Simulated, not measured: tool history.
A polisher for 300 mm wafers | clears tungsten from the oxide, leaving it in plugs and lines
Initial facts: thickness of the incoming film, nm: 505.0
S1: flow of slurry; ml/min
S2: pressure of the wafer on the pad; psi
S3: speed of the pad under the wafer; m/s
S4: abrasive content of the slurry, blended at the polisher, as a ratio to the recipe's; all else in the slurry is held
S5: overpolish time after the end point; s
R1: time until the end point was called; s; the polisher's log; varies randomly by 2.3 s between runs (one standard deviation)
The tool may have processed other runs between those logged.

run    day   S1   S2    S3    S4  S5      R1
  1      0  250    3  1.16     1   4  129.22
  2  0.029  250    3  1.44     1   4  107.42
  3  0.092  250  2.8  1.44     1   4  115.23
  4  0.342  280  2.8  1.44     1   4  112.82
  5  0.696  280  2.8  1.44  1.15   4  106.98
  6  0.954  280  2.6  1.44  1.15   4  112.67

Run 7 has not been measured yet. What should we expect?
  7  1.042  280  2.4  1.42  1.15   4   ?

R1: 125.75 s
